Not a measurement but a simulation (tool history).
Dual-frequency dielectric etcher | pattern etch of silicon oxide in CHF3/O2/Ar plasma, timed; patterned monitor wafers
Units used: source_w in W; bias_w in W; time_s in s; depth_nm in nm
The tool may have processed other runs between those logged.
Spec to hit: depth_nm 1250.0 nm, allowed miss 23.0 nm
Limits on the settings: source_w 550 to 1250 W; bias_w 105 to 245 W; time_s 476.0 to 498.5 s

run    day  source_w  bias_w  time_s  depth_nm
  1  0.000       900     175   476.0    1054.3
  2  0.162      1010     175   476.0    1091.0
  3  0.400      1050     183   477.5    1138.2
  4  0.621      1090     186   478.0    1179.1
  5  0.867      1090     186   476.0    1167.0
  6  1.133      1090     156   476.0    1092.2
  7  1.275      1120     163   477.0    1120.4
  8  1.362      1250     198   483.5    1276.0

5 next moves are on the table. One of them brings every result within its allowed miss. Which?
  A  1.450      1180     182   497.5         ?
  B  1.450      1250     214   485.0         ?
  C  1.450      1250     206   490.5         ?
  D  1.450      1250     211   488.0         ?
  E  1.450      1250     193   498.0         ?

move  depth_nm
   A    1252.5
   B    1321.1
   C    1318.8
   D    1322.9
   E    1309.7
A: meets every target
B: lands further from the targets than the last run did
C: lands further from the targets than the last run did
D: lands further from the targets than the last run did
E: lands further from the targets than the last run did
Go with A: it meets all targets.

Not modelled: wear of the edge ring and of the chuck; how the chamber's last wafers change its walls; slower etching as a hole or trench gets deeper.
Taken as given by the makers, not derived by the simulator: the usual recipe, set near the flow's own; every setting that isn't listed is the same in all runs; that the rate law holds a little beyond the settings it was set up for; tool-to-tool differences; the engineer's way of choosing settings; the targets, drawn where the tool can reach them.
